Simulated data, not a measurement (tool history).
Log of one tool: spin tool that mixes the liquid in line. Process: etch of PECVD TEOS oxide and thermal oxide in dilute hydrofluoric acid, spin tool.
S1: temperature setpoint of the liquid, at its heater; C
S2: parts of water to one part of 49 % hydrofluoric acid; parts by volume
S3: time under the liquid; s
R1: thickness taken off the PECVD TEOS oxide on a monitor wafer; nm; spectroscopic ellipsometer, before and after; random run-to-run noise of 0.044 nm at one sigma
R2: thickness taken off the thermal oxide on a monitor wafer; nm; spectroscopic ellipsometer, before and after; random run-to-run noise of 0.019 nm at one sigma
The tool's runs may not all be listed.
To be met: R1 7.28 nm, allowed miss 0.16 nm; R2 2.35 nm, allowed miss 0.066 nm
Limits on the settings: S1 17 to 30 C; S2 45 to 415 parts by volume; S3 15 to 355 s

run	day	S1	S2	S3	R1	R2
1	0	22	230	180	9.9504	3.2105
2	0.15	20.5	235	180	9.0033	2.9328
3	0.462	20.5	300	180	6.6723	2.13
4	0.529	20.5	300	245	9.0482	2.9108
5	0.738	20.5	250	245	11.368	3.7115
6	0.942	20.5	205	245	14.39	4.6636
7	0.983	20.5	205	245	14.742	4.7107
8	1.338	19.5	240	245	11.455	3.7639
9	1.512	19	265	245	10.211	3.2183
10	1.592	19	285	245	9.0737	2.954
11	1.967	18.5	295	245	8.6199	2.8134

Which single option among these 5 for the next run brings every result within its allowed miss of target? Just one does.
A	2.342	29	375	210	?	?
B	2.342	22	380	240	?	?
C	2.342	19.5	405	315	?	?
D	2.342	18	315	230	?	?
E	2.342	24	310	255	?	?

move	R1	R2
A	7.6682	2.5081
B	6.852	2.2412
C	7.58	2.4792
D	7.2642	2.376
E	10.192	3.3335
A: closer than the last run, but not yet in spec
B: takes the result that was furthest off past its target
C: closer than the last run, but not yet in spec
D: hits every target within its allowed miss
E: its largest miss is bigger than the last run's
Move D is the one to make.

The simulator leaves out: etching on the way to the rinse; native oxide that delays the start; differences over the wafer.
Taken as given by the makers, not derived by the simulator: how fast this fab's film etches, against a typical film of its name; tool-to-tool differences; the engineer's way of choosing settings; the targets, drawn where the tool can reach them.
